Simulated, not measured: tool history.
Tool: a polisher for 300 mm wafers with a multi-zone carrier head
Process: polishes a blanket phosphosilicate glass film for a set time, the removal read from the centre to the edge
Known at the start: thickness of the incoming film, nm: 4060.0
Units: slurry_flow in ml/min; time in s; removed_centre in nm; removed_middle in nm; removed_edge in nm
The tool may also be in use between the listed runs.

Run 1, hour 0.0: slurry_flow 310 ml/min, centre_zone 1.00, middle_zone 1.00, edge_zone 1.00, slurry_solids 1.00, time 86 s. Result: removed_centre 637.36 nm, removed_middle 637.16 nm, removed_edge 632.13 nm.
Run 2, hour 7.0: slurry_flow 310 ml/min, centre_zone 1.00, middle_zone 1.00, edge_zone 1.00, slurry_solids 1.00, time 108 s. Result: removed_centre 797.17 nm, removed_middle 797.39 nm, removed_edge 793.64 nm.
Run 3, hour 10.6: slurry_flow 310 ml/min, centre_zone 1.03, middle_zone 0.98, edge_zone 0.96, slurry_solids 0.85, time 92 s. Result: removed_centre 649.48 nm, removed_middle 614.79 nm, removed_edge 623.29 nm.
Run 4, hour 11.1: slurry_flow 380 ml/min, centre_zone 1.03, middle_zone 0.98, edge_zone 0.96, slurry_solids 0.85, time 92 s. Result: removed_centre 653.24 nm, removed_middle 630.69 nm, removed_edge 635.40 nm.
Run 5, hour 16.1: slurry_flow 410 ml/min, centre_zone 1.03, middle_zone 0.98, edge_zone 0.96, slurry_solids 0.85, time 92 s. Result: removed_centre 653.45 nm, removed_middle 627.13 nm, removed_edge 631.19 nm.
Run 6, hour 20.2: slurry_flow 410 ml/min, centre_zone 1.03, middle_zone 0.95, edge_zone 0.96, slurry_solids 0.85, time 92 s. Result: removed_centre 678.92 nm, removed_middle 620.71 nm, removed_edge 629.39 nm.
Run 7, hour 21.5: slurry_flow 385 ml/min, centre_zone 1.05, middle_zone 0.89, edge_zone 0.86, slurry_solids 0.60, time 68 s. Result: removed_centre 427.08 nm, removed_middle 366.58 nm, removed_edge 375.77 nm.
Run 8, hour 22.1: slurry_flow 385 ml/min, centre_zone 1.06, middle_zone 0.90, edge_zone 0.85, slurry_solids 0.55, time 65 s. Result: removed_centre 399.13 nm, removed_middle 334.61 nm, removed_edge 344.59 nm.

The next listed run, before its measurement:
Run 9, hour 23.9: slurry_flow 380 ml/min, centre_zone 1.07, middle_zone 0.92, edge_zone 0.84, slurry_solids 0.55, time 64 s. Result: removed_centre ?, removed_middle ?, removed_edge ?.

Run 9 gave removed_centre 399.61 nm, removed_middle 335.63 nm, removed_edge 336.67 nm.
